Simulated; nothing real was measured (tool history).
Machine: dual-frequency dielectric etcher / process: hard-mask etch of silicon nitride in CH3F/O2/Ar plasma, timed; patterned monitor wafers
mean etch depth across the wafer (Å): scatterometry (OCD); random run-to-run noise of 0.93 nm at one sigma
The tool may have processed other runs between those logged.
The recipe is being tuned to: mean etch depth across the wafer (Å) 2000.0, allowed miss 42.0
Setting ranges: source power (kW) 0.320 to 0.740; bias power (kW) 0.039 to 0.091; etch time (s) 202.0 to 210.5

| run | hour | source power (kW) | bias power (kW) | etch time (s) | mean etch depth across the wafer (Å) |
|---|---|---|---|---|---|
| 1 | 0.0 | 0.530 | 0.065 | 202.0 | 1619.4 |
| 2 | 2.9 | 0.610 | 0.065 | 202.0 | 1727.3 |
| 3 | 9.6 | 0.610 | 0.065 | 210.5 | 1808.9 |
| 4 | 12.4 | 0.610 | 0.065 | 210.5 | 1798.1 |
| 5 | 17.1 | 0.610 | 0.070 | 210.5 | 1847.2 |
| 6 | 25.4 | 0.630 | 0.071 | 210.5 | 1894.4 |
| 7 | 30.7 | 0.650 | 0.071 | 210.5 | 1918.0 |
| 8 | 32.0 | 0.660 | 0.071 | 210.5 | 1924.1 |
| 9 | 38.5 | 0.670 | 0.071 | 210.5 | 1940.8 |

Which single option among these 5 for the next run brings every result within its allowed miss of target? Just one does.
| A | 45.0 | 0.710 | 0.066 | 202.0 | ? |
| B | 45.0 | 0.620 | 0.076 | 208.5 | ? |
| C | 45.0 | 0.680 | 0.068 | 207.5 | ? |
| D | 45.0 | 0.650 | 0.082 | 207.0 | ? |
| E | 45.0 | 0.710 | 0.068 | 204.0 | ? |

| move | mean etch depth across the wafer (Å) |
|---|---|
| A | 1856.6 |
| B | 1927.1 |
| C | 1897.6 |
| D | 2019.1 |
| E | 1900.0 |
A: further off than the last run
B: further off than the last run
C: further off than the last run
D: meets every target
E: further off than the last run
Correct choice: D, which meets every target

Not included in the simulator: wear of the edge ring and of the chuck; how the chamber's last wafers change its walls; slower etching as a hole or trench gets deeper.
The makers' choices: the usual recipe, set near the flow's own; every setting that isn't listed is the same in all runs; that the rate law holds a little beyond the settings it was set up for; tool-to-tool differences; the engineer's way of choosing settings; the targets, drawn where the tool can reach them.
